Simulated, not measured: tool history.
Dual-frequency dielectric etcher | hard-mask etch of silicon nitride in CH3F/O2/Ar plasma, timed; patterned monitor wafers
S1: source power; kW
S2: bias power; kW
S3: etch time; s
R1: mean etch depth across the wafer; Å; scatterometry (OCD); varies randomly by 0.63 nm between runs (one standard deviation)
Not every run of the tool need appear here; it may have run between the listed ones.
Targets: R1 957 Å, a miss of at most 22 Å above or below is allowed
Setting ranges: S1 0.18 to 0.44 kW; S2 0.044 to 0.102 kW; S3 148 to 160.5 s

run	day	S1	S2	S3	R1
1	0	0.31	0.073	160.5	1091.1
2	0.346	0.31	0.084	160.5	1171.9
3	0.396	0.29	0.082	160	1119.5
4	0.725	0.29	0.082	148	1025.9
5	0.858	0.28	0.082	148	1014.2
6	1.042	0.28	0.082	148	1020.4
7	1.246	0.27	0.082	148	996.3
8	1.329	0.26	0.082	148	987.89

Pick the move, out of 5, that brings all results within their allowed miss; only one does.
A	1.412	0.25	0.076	150.5	?
B	1.412	0.23	0.086	155.5	?
C	1.412	0.27	0.079	154	?
D	1.412	0.27	0.081	153	?
E	1.412	0.27	0.077	155.5	?

move	R1
A	950.11
B	1009.9
C	1018.1
D	1023.5
E	1015.8
A: every result within its allowed miss
B: its largest miss is bigger than the last run's
C: its largest miss is bigger than the last run's
D: its largest miss is bigger than the last run's
E: its largest miss is bigger than the last run's
Move A is the one to make.
